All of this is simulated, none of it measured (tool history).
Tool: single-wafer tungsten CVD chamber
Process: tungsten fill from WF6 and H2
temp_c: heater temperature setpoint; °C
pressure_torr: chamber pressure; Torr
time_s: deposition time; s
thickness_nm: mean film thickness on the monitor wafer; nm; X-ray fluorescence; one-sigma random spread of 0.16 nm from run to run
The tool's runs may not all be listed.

Run 1, hour 0.0: temp_c 370 °C, pressure_torr 46.7 Torr, time_s 23.5 s. Result: thickness_nm 43.658 nm.
Run 2, hour 5.3: temp_c 364 °C, pressure_torr 46.7 Torr, time_s 23.5 s. Result: thickness_nm 38.569 nm.
Run 3, hour 9.9: temp_c 367 °C, pressure_torr 46.8 Torr, time_s 23.5 s. Result: thickness_nm 41.074 nm.
Run 4, hour 11.7: temp_c 369 °C, pressure_torr 46.9 Torr, time_s 23.5 s. Result: thickness_nm 42.682 nm.
Run 5, hour 18.7: temp_c 364 °C, pressure_torr 46.9 Torr, time_s 23.5 s. Result: thickness_nm 38.434 nm.
Run 6, hour 24.3: temp_c 373 °C, pressure_torr 46.9 Torr, time_s 23.5 s. Result: thickness_nm 46.402 nm.

What does the tool deliver on the next run?
Run 7, hour 27.2: temp_c 375 °C, pressure_torr 47.0 Torr, time_s 23.5 s. Result: thickness_nm ?.

thickness_nm: 48.486 nm

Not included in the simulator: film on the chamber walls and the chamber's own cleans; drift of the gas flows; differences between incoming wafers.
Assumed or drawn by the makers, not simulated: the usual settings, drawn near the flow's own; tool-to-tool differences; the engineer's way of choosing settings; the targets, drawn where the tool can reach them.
